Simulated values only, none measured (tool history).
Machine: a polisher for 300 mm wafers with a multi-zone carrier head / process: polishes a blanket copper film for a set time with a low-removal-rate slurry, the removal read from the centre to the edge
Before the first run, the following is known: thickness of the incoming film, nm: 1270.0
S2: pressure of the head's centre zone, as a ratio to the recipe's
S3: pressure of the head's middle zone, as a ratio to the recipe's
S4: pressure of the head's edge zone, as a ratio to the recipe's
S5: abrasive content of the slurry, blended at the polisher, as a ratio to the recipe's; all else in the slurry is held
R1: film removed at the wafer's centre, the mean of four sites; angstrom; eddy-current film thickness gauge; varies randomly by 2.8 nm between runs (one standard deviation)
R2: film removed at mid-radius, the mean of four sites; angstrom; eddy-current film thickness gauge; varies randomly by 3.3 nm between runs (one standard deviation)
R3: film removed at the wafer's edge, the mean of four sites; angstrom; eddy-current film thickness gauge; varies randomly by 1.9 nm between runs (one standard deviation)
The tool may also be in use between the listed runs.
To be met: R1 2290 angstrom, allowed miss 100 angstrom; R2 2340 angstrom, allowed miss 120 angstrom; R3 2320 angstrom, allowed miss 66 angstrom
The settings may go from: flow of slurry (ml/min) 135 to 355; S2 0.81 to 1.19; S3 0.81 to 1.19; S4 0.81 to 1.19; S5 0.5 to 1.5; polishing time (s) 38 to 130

{"run": 1, "day": 0.0, "flow of slurry (ml/min)": 225, "S2": 1, "S3": 1, "S4": 1, "S5": 1, "polishing time (s)": 84, "R1": 1897.7, "R2": 1915.5, "R3": 1880.3}
{"run": 2, "day": 0.262, "flow of slurry (ml/min)": 255, "S2": 1, "S3": 1, "S4": 1, "S5": 1, "polishing time (s)": 84, "R1": 1927.3, "R2": 1952.9, "R3": 1885.1}
{"run": 3, "day": 0.629, "flow of slurry (ml/min)": 255, "S2": 1, "S3": 1, "S4": 0.91, "S5": 1, "polishing time (s)": 84, "R1": 1978.3, "R2": 1935.9, "R3": 1818.7}
{"run": 4, "day": 0.846, "flow of slurry (ml/min)": 255, "S2": 1, "S3": 1, "S4": 0.91, "S5": 1.1, "polishing time (s)": 84, "R1": 1996.4, "R2": 2014.3, "R3": 1890.2}
{"run": 5, "day": 1.079, "flow of slurry (ml/min)": 255, "S2": 1, "S3": 1, "S4": 0.91, "S5": 1.1, "polishing time (s)": 66, "R1": 1558.2, "R2": 1575.1, "R3": 1491.4}
{"run": 6, "day": 1.3, "flow of slurry (ml/min)": 275, "S2": 1, "S3": 1, "S4": 0.91, "S5": 1.1, "polishing time (s)": 66, "R1": 1539.8, "R2": 1555.5, "R3": 1487.6}
{"run": 7, "day": 1.438, "flow of slurry (ml/min)": 275, "S2": 1.01, "S3": 1, "S4": 0.93, "S5": 1.2, "polishing time (s)": 70, "R1": 1729.6, "R2": 1664.8, "R3": 1594.4}
{"run": 8, "day": 1.533, "flow of slurry (ml/min)": 270, "S2": 0.99, "S3": 1, "S4": 0.94, "S5": 1.25, "polishing time (s)": 75, "R1": 1777.5, "R2": 1890.9, "R3": 1740.4}
{"run": 9, "day": 1.608, "flow of slurry (ml/min)": 265, "S2": 0.99, "S3": 0.98, "S4": 0.96, "S5": 1.3, "polishing time (s)": 78, "R1": 1918.5, "R2": 1853.9, "R3": 1840}
{"run": 10, "day": 1.704, "flow of slurry (ml/min)": 260, "S2": 0.99, "S3": 0.98, "S4": 0.98, "S5": 1.35, "polishing time (s)": 81, "R1": 1947.2, "R2": 1978.3, "R3": 1965.7}
{"run": 11, "day": 1.783, "flow of slurry (ml/min)": 260, "S2": 1, "S3": 0.99, "S4": 1, "S5": 1.4, "polishing time (s)": 83, "R1": 2114.1, "R2": 2068.1, "R3": 2034.5}
{"run": 12, "day": 2.021, "flow of slurry (ml/min)": 260, "S2": 1, "S3": 0.99, "S4": 1.02, "S5": 1.4, "polishing time (s)": 84, "R1": 2098.6, "R2": 2107.5, "R3": 2049.4}
{"run": 13, "day": 2.304, "flow of slurry (ml/min)": 260, "S2": 1, "S3": 0.99, "S4": 1.02, "S5": 1.4, "polishing time (s)": 85, "R1": 2076.2, "R2": 2107.7, "R3": 2085.7}
{"run": 14, "day": 2.45, "flow of slurry (ml/min)": 260, "S2": 1, "S3": 0.99, "S4": 1.03, "S5": 1.4, "polishing time (s)": 86, "R1": 2136.2, "R2": 2133, "R3": 2133.8}
{"run": 15, "day": 2.55, "flow of slurry (ml/min)": 260, "S2": 1, "S3": 1, "S4": 1.04, "S5": 1.4, "polishing time (s)": 87, "R1": 2148.8, "R2": 2202.8, "R3": 2164.7}
{"run": 16, "day": 2.692, "flow of slurry (ml/min)": 260, "S2": 1, "S3": 1, "S4": 1.05, "S5": 1.4, "polishing time (s)": 88, "R1": 2189.2, "R2": 2179, "R3": 2160.3}
{"run": 17, "day": 2.888, "flow of slurry (ml/min)": 260, "S2": 1, "S3": 1, "S4": 1.05, "S5": 1.4, "polishing time (s)": 89, "R1": 2198.3, "R2": 2246.3, "R3": 2241.7}

Pick the move, out of 5, that brings all results within their allowed miss; only one does.
{"run": "A", "day": 3.083, "flow of slurry (ml/min)": 245, "S2": 0.89, "S3": 1.18, "S4": 1.1, "S5": 1.5, "polishing time (s)": 88, "R1": "?", "R2": "?", "R3": "?"}
{"run": "B", "day": 3.083, "flow of slurry (ml/min)": 250, "S2": 1.01, "S3": 0.92, "S4": 1.13, "S5": 1.45, "polishing time (s)": 90, "R1": "?", "R2": "?", "R3": "?"}
{"run": "C", "day": 3.083, "flow of slurry (ml/min)": 275, "S2": 1.06, "S3": 1.01, "S4": 1.02, "S5": 1.5, "polishing time (s)": 82, "R1": "?", "R2": "?", "R3": "?"}
{"run": "D", "day": 3.083, "flow of slurry (ml/min)": 220, "S2": 0.96, "S3": 0.97, "S4": 0.96, "S5": 1.35, "polishing time (s)": 98, "R1": "?", "R2": "?", "R3": "?"}
{"run": "E", "day": 3.083, "flow of slurry (ml/min)": 190, "S2": 0.93, "S3": 1.1, "S4": 1.01, "S5": 1.5, "polishing time (s)": 91, "R1": "?", "R2": "?", "R3": "?"}

move=A R1=1984.8 R2=2581.7 R3=2268.8
move=B R1=2289.8 R2=2124.2 R3=2344.5
move=C R1=2231.1 R2=2128.4 R3=2064
move=D R1=2298.3 R2=2349.3 R3=2306.9
move=E R1=2077.9 R2=2442.7 R3=2210.5
A: corrects the largest miss of the last run, while another result sits out of spec
B: corrects the largest miss of the last run, while another result sits out of spec
C: misses by more than the last run did
D: hits every target within its allowed miss
E: misses by more than the last run did
D meets every target.
